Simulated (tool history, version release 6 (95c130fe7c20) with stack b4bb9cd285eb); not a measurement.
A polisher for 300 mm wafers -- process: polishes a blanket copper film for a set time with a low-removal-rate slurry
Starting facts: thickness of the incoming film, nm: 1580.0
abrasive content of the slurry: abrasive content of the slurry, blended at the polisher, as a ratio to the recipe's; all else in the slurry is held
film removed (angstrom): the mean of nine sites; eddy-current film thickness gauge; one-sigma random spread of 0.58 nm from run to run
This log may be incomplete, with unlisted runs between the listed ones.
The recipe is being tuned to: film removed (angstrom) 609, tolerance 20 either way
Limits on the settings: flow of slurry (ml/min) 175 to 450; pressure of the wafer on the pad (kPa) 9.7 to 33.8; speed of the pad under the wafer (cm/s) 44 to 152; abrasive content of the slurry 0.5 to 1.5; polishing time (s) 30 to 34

run  hour  flow of slurry (ml/min)  pressure of the wafer on the pad (kPa)  speed of the pad under the wafer (cm/s)  abrasive content of the slurry  polishing time (s)  film removed (angstrom)
  1     0                      290                                    21.4                                       98                               1                  34                   899.76
  2     1                      290                                    21.4                                       98                             0.9                  34                   893.53
  3   8.6                      290                                    26.9                                       98                             0.9                  34                     1112
  4  17.2                      290                                    22.8                                       98                             0.9                  34                    952.9
  5  21.8                      290                                    22.8                                      114                             0.9                  34                     1039
  6  25.3                      290                                    21.4                                      114                             0.9                  34                   988.82
  7  29.4                      290                                      20                                      114                             0.9                  34                   916.91
  8  37.1                      290                                    18.6                                      114                             0.9                  34                   871.72
  9  42.6                      290                                    18.6                                      114                             0.9                  34                   867.22
 10  49.4                      290                                    17.9                                      114                             0.9                  34                   827.71
 11  53.1                      290                                    17.2                                      114                             0.9                  34                   803.25
 12  56.5                      290                                    16.5                                      114                             0.9                  34                   768.33
 13  58.2                      290                                    15.9                                      114                             0.9                  34                   735.51
 14  65.2                      290                                    11.7                                      114                             0.9                  34                   550.74
 15  70.5                      290                                    12.4                                      114                             0.9                  34                   584.36

Of the 4 settings listed for the next run, only one would bring every result within its allowed miss of target. Which one?
  A  75.8                      260                                    13.1                                      124                            0.95                  30                        ?
  B  75.8                      280                                    13.1                                      118                            1.05                  30                        ?
  C  75.8                      290                                    14.5                                      110                             0.9                  30                        ?
  D  75.8                      265                                    15.2                                      102                            0.95                  32                        ?

move  film removed (angstrom)
   A                   574.39
   B                   572.07
   C                   584.34
   D                   621.95
A: moves away from the targets compared with the last run
B: moves away from the targets compared with the last run
C: as far off as the last run
D: every result lands within tolerance
Correct choice: D, which meets every target

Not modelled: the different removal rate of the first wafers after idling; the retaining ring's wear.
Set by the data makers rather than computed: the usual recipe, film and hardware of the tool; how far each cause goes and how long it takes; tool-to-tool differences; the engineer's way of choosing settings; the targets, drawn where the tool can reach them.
